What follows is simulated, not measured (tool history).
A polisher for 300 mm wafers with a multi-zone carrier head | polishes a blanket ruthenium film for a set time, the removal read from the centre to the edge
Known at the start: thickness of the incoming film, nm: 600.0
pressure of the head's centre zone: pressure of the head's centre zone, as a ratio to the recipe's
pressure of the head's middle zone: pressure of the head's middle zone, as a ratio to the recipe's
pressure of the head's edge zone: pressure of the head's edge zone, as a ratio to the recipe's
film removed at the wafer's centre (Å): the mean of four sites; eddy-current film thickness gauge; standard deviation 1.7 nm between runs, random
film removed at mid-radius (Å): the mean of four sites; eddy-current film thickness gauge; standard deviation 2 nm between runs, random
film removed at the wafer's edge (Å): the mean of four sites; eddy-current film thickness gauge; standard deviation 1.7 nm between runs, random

run,hour,flow of slurry (ml/min),pressure of the head's centre zone,pressure of the head's middle zone,pressure of the head's edge zone,polishing time (s),film removed at the wafer's centre (Å),film removed at mid-radius (Å),film removed at the wafer's edge (Å)
1,0,185,1,1,1,44,957.55,920.37,960.62
2,1.1,185,1,0.92,1,44,961.44,879.51,940.86
3,2.8,195,0.98,0.98,0.99,47,1003.1,999.51,1002.4
4,8.6,195,0.98,1.04,0.99,47,1002,1047.7,995.64
5,9.4,195,0.93,1.04,0.99,47,966.42,1058.6,1024.1
6,10.3,200,0.93,1.06,1.01,49,1014.8,1094.1,1068.1
7,16.1,200,0.92,1.08,1.01,51,1024.6,1156.4,1109.5
8,24.5,205,0.92,1.09,1.01,52,1037.9,1217.1,1179.7
9,25.8,210,0.94,1.1,1,52,1078,1253.9,1135

What will run 10 give?
10,33,215,0.94,1.1,1.01,53,?,?,?

Run 10 gave film removed at the wafer's centre (Å) 1088.2, film removed at mid-radius (Å) 1216.9, film removed at the wafer's edge (Å) 1169.2.
